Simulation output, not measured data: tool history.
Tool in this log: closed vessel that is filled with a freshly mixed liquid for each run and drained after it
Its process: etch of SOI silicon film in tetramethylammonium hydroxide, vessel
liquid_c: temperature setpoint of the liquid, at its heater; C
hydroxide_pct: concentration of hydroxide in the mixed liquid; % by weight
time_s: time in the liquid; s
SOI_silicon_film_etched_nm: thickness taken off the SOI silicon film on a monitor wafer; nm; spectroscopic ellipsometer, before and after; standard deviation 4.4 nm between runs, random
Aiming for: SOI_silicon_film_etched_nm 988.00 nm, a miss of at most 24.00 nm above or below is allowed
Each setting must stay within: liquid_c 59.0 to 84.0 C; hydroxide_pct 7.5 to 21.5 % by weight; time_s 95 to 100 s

{"run": 1, "hour": 0.0, "liquid_c": 72.0, "hydroxide_pct": 14.5, "time_s": 95, "SOI_silicon_film_etched_nm": 699.5}
{"run": 2, "hour": 0.9, "liquid_c": 73.5, "hydroxide_pct": 14.5, "time_s": 95, "SOI_silicon_film_etched_nm": 765.56}
{"run": 3, "hour": 6.4, "liquid_c": 78.5, "hydroxide_pct": 14.5, "time_s": 95, "SOI_silicon_film_etched_nm": 1013.3}
{"run": 4, "hour": 13.3, "liquid_c": 78.5, "hydroxide_pct": 12.0, "time_s": 95, "SOI_silicon_film_etched_nm": 1107.9}
{"run": 5, "hour": 15.1, "liquid_c": 78.0, "hydroxide_pct": 12.0, "time_s": 95, "SOI_silicon_film_etched_nm": 1079.0}
{"run": 6, "hour": 22.7, "liquid_c": 80.5, "hydroxide_pct": 12.0, "time_s": 95, "SOI_silicon_film_etched_nm": 1241.8}
{"run": 7, "hour": 24.8, "liquid_c": 79.5, "hydroxide_pct": 12.0, "time_s": 95, "SOI_silicon_film_etched_nm": 1173.0}
{"run": 8, "hour": 26.9, "liquid_c": 79.0, "hydroxide_pct": 12.0, "time_s": 95, "SOI_silicon_film_etched_nm": 1142.3}
{"run": 9, "hour": 34.7, "liquid_c": 78.5, "hydroxide_pct": 12.0, "time_s": 95, "SOI_silicon_film_etched_nm": 1114.8}
{"run": 10, "hour": 35.8, "liquid_c": 78.0, "hydroxide_pct": 12.0, "time_s": 95, "SOI_silicon_film_etched_nm": 1070.7}
{"run": 11, "hour": 43.7, "liquid_c": 77.5, "hydroxide_pct": 12.0, "time_s": 95, "SOI_silicon_film_etched_nm": 1049.7}

4 next moves are on the table. One of them brings every result within its allowed miss. Which?
{"run": "A", "hour": 51.6, "liquid_c": 76.5, "hydroxide_pct": 11.0, "time_s": 100, "SOI_silicon_film_etched_nm": "?"}
{"run": "B", "hour": 51.6, "liquid_c": 76.5, "hydroxide_pct": 13.5, "time_s": 100, "SOI_silicon_film_etched_nm": "?"}
{"run": "C", "hour": 51.6, "liquid_c": 77.0, "hydroxide_pct": 10.0, "time_s": 95, "SOI_silicon_film_etched_nm": "?"}
{"run": "D", "hour": 51.6, "liquid_c": 81.5, "hydroxide_pct": 18.0, "time_s": 95, "SOI_silicon_film_etched_nm": "?"}

move=A SOI_silicon_film_etched_nm=1085.50
move=B SOI_silicon_film_etched_nm=996.70
move=C SOI_silicon_film_etched_nm=1095.50
move=D SOI_silicon_film_etched_nm=1109.50
A: further off than the last run
B: all results land within tolerance of their targets
C: further off than the last run
D: further off than the last run
Move B is the one to make.

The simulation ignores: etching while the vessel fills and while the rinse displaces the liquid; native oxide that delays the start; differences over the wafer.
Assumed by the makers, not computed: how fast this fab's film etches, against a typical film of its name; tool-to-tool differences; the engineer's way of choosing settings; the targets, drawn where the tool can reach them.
